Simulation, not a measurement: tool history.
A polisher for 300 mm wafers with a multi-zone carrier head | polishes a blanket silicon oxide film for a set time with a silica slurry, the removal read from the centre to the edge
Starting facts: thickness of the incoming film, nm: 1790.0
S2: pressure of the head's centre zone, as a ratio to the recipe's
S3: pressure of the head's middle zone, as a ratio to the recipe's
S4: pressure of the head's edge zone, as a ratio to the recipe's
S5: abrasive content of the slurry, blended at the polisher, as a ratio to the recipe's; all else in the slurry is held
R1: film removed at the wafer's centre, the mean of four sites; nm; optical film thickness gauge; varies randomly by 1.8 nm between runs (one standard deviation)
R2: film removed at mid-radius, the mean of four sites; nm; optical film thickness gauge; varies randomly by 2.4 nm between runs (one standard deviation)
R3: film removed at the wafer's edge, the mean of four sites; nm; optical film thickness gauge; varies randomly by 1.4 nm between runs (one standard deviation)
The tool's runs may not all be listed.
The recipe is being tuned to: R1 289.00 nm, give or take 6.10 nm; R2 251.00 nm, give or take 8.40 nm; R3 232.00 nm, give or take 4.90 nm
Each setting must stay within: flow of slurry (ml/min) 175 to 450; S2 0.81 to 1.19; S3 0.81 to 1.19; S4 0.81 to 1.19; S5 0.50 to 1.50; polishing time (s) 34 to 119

Run 1, hour 0.0: flow of slurry (ml/min) 290, S2 1.00, S3 1.00, S4 1.00, S5 1.00, polishing time (s) 76. Result: R1 302.17 nm, R2 292.83 nm, R3 290.83 nm.
Run 2, hour 2.8: flow of slurry (ml/min) 290, S2 1.00, S3 1.00, S4 1.04, S5 1.00, polishing time (s) 76. Result: R1 300.35 nm, R2 289.67 nm, R3 297.00 nm.
Run 3, hour 11.4: flow of slurry (ml/min) 290, S2 1.00, S3 1.06, S4 1.04, S5 1.00, polishing time (s) 76. Result: R1 302.38 nm, R2 307.20 nm, R3 297.14 nm.
Run 4, hour 13.0: flow of slurry (ml/min) 350, S2 1.00, S3 1.06, S4 1.04, S5 1.00, polishing time (s) 76. Result: R1 303.01 nm, R2 311.86 nm, R3 304.11 nm.
Run 5, hour 17.8: flow of slurry (ml/min) 305, S2 1.00, S3 1.06, S4 1.04, S5 1.00, polishing time (s) 76. Result: R1 301.59 nm, R2 314.17 nm, R3 298.21 nm.
Run 6, hour 26.6: flow of slurry (ml/min) 295, S2 1.01, S3 1.04, S4 1.00, S5 0.95, polishing time (s) 76. Result: R1 297.02 nm, R2 295.42 nm, R3 283.02 nm.
Run 7, hour 33.4: flow of slurry (ml/min) 285, S2 1.02, S3 1.03, S4 0.97, S5 0.95, polishing time (s) 76. Result: R1 296.79 nm, R2 295.62 nm, R3 277.84 nm.
Run 8, hour 35.6: flow of slurry (ml/min) 275, S2 1.12, S3 0.93, S4 0.87, S5 0.70, polishing time (s) 76. Result: R1 263.36 nm, R2 216.96 nm, R3 215.57 nm.
Run 9, hour 44.0: flow of slurry (ml/min) 290, S2 1.12, S3 0.95, S4 0.88, S5 0.70, polishing time (s) 76. Result: R1 266.43 nm, R2 223.22 nm, R3 219.74 nm.
Run 10, hour 48.5: flow of slurry (ml/min) 300, S2 1.13, S3 0.96, S4 0.88, S5 0.70, polishing time (s) 76. Result: R1 269.85 nm, R2 226.52 nm, R3 218.65 nm.
Run 11, hour 54.0: flow of slurry (ml/min) 310, S2 1.13, S3 0.97, S4 0.89, S5 0.70, polishing time (s) 76. Result: R1 271.02 nm, R2 229.26 nm, R3 219.69 nm.
Run 12, hour 55.9: flow of slurry (ml/min) 385, S2 1.16, S3 1.05, S4 0.96, S5 0.75, polishing time (s) 76. Result: R1 299.17 nm, R2 262.44 nm, R3 242.87 nm.
Run 13, hour 63.2: flow of slurry (ml/min) 380, S2 1.16, S3 1.05, S4 0.95, S5 0.75, polishing time (s) 76. Result: R1 297.63 nm, R2 260.23 nm, R3 243.11 nm.
Run 14, hour 71.3: flow of slurry (ml/min) 375, S2 1.16, S3 1.05, S4 0.94, S5 0.75, polishing time (s) 76. Result: R1 296.68 nm, R2 264.83 nm, R3 239.73 nm.
Run 15, hour 80.2: flow of slurry (ml/min) 370, S2 1.16, S3 1.04, S4 0.94, S5 0.75, polishing time (s) 76. Result: R1 297.72 nm, R2 257.96 nm, R3 241.85 nm.
Run 16, hour 89.1: flow of slurry (ml/min) 365, S2 1.16, S3 1.04, S4 0.93, S5 0.75, polishing time (s) 76. Result: R1 296.81 nm, R2 258.50 nm, R3 240.34 nm.
Run 17, hour 96.8: flow of slurry (ml/min) 365, S2 1.16, S3 1.04, S4 0.92, S5 0.75, polishing time (s) 76. Result: R1 300.55 nm, R2 257.00 nm, R3 239.17 nm.
Run 18, hour 97.7: flow of slurry (ml/min) 360, S2 1.16, S3 1.04, S4 0.92, S5 0.75, polishing time (s) 76. Result: R1 297.31 nm, R2 256.63 nm, R3 237.96 nm.
Run 19, hour 106.3: flow of slurry (ml/min) 355, S2 1.16, S3 1.04, S4 0.91, S5 0.75, polishing time (s) 76. Result: R1 299.25 nm, R2 256.66 nm, R3 237.67 nm.
Run 20, hour 111.3: flow of slurry (ml/min) 355, S2 1.16, S3 1.04, S4 0.90, S5 0.75, polishing time (s) 76. Result: R1 300.26 nm, R2 253.87 nm, R3 235.57 nm.

Consider the 5 candidate settings below. Which is the only one whose results all fall within their allowed miss of target?
Run A, hour 116.3: flow of slurry (ml/min) 385, S2 1.16, S3 0.98, S4 0.82, S5 0.95, polishing time (s) 67. Result: R1 ?, R2 ?, R3 ?.
Run B, hour 116.3: flow of slurry (ml/min) 270, S2 1.17, S3 1.05, S4 0.94, S5 0.80, polishing time (s) 72. Result: R1 ?, R2 ?, R3 ?.
Run C, hour 116.3: flow of slurry (ml/min) 370, S2 1.18, S3 0.97, S4 0.81, S5 0.85, polishing time (s) 74. Result: R1 ?, R2 ?, R3 ?.
Run D, hour 116.3: flow of slurry (ml/min) 365, S2 1.19, S3 1.08, S4 0.88, S5 0.85, polishing time (s) 69. Result: R1 ?, R2 ?, R3 ?.
Run E, hour 116.3: flow of slurry (ml/min) 320, S2 1.19, S3 1.04, S4 0.82, S5 0.95, polishing time (s) 68. Result: R1 ?, R2 ?, R3 ?.

move      R1      R2      R3
   A  307.33  251.78  231.96
   B  288.01  248.69  231.66
   C  321.56  256.80  237.59
   D  302.24  261.92  229.32
   E  314.43  264.28  232.28
A: moves away from the targets compared with the last run
B: each result inside its tolerance
C: moves away from the targets compared with the last run
D: moves away from the targets compared with the last run
E: moves away from the targets compared with the last run
Go with B: it meets all targets.
